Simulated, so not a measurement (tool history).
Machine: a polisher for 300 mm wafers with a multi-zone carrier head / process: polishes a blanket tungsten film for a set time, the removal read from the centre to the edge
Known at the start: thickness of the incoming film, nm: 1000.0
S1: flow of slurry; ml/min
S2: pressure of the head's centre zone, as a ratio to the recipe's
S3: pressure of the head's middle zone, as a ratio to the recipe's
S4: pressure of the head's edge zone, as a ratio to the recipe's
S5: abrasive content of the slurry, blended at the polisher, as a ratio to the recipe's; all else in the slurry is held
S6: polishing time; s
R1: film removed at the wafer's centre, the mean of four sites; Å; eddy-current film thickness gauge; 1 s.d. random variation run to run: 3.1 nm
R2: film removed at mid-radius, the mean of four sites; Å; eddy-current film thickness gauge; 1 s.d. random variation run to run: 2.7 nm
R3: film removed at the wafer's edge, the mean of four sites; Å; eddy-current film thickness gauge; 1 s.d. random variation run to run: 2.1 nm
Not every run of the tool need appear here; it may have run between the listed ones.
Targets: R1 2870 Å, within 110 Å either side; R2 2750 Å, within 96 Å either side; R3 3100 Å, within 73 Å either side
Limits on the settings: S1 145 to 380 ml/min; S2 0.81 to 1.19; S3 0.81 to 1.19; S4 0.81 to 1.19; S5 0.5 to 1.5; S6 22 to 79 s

run,hour,S1,S2,S3,S4,S5,S6,R1,R2,R3
1,0,245,1,1,1,1,50,3125.2,3247.4,3315.5
2,5.1,245,1,1,1,1,45,2820.5,2915.7,2939.4
3,12.9,190,1,1,1,1,45,2766,2786.5,2891.6
4,15.5,190,1,1.03,1,1,45,2767.9,2857.8,2870.8
5,23.1,195,1,1.01,1.02,1,45,2787,2822.9,2940.8
6,24.3,195,0.94,1.01,1.02,1,45,2580.1,2840.1,2891.2
7,31.1,200,0.96,1,1.04,1,45,2620.7,2799.5,2944
8,38.8,205,0.98,0.99,1.05,1,45,2691.3,2770.6,2951.9
9,41.6,210,0.99,0.98,1.06,1,45,2758.9,2788.8,3018.5
10,43.2,210,1,0.97,1.07,1,45,2872.8,2800.3,3043.6

Which of these 5 next moves meets every target?
A,44.8,215,0.99,1.04,0.99,1.05,45,?,?,?
B,44.8,235,0.99,0.95,1.12,0.7,50,?,?,?
C,44.8,215,1.02,0.98,1.04,0.9,46,?,?,?
D,44.8,150,1.04,1.03,1.11,0.75,49,?,?,?
E,44.8,250,1.04,1.07,1.06,1.2,41,?,?,?

move,R1,R2,R3
A,2794.6,2955.7,2962.1
B,2799.1,2777.1,3143.7
C,2816.2,2773.3,2969.7
D,2685.8,2707.2,2946.4
E,2844.8,2912.5,2942.5
A: misses by more than the last run did
B: every result within its allowed miss
C: misses by more than the last run did
D: misses by more than the last run did
E: misses by more than the last run did
B meets every target.
